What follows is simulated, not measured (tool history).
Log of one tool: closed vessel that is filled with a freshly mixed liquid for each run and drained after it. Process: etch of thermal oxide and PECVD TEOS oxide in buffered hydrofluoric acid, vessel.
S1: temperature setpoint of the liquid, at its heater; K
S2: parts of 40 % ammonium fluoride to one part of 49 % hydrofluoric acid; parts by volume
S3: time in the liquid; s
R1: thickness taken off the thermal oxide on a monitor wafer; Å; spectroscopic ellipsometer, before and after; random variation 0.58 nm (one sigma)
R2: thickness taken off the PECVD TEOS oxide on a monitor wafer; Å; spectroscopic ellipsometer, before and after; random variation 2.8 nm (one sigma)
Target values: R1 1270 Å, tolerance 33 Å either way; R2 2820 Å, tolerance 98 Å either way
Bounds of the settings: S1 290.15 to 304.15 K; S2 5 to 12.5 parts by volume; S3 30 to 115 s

run	day	S1	S2	S3	R1	R2
1	0	296.15	7.5	60	885.79	1968.7
2	0.179	296.15	7.5	35	518.27	1157
3	0.388	293.65	7.5	35	448.13	986.37
4	0.712	295.15	7	35	524.27	1168.3
5	0.912	295.15	7	30	453.44	980.05
6	0.988	295.15	7	55	824.92	1826.2
7	1.067	296.15	7	55	877.24	1937.6
8	1.346	297.15	7	55	920.61	2054.9
9	1.371	297.65	7	55	941.9	2148.5
10	1.712	297.65	7	55	947.47	2113.6
11	1.975	298.15	7	55	970.03	2163.1
12	2.275	298.65	7	55	993.85	2212.7
13	2.475	299.15	7	55	1017.9	2292.3
14	2.504	299.65	7	55	1066.4	2339.2
15	2.617	300.15	7	55	1080.5	2423.1
16	2.871	300.65	7	55	1118.4	2449.6
17	3.15	301.65	7	55	1172.4	2616.7

Below are 4 possible settings for the next run. Only one of them brings all results inside the allowed miss of their targets. Which is it?
A	3.429	304.15	5	35	?	?
B	3.429	300.15	11	85	?	?
C	3.429	301.15	5.5	50	?	?
D	3.429	301.15	7	50	?	?

move	R1	R2
A	1137.3	2509
B	1091.3	2407.3
C	1281.1	2826
D	1041.5	2297.6
A: its largest miss is bigger than the last run's
B: its largest miss is bigger than the last run's
C: hits every target within its allowed miss
D: its largest miss is bigger than the last run's
The right move is C.
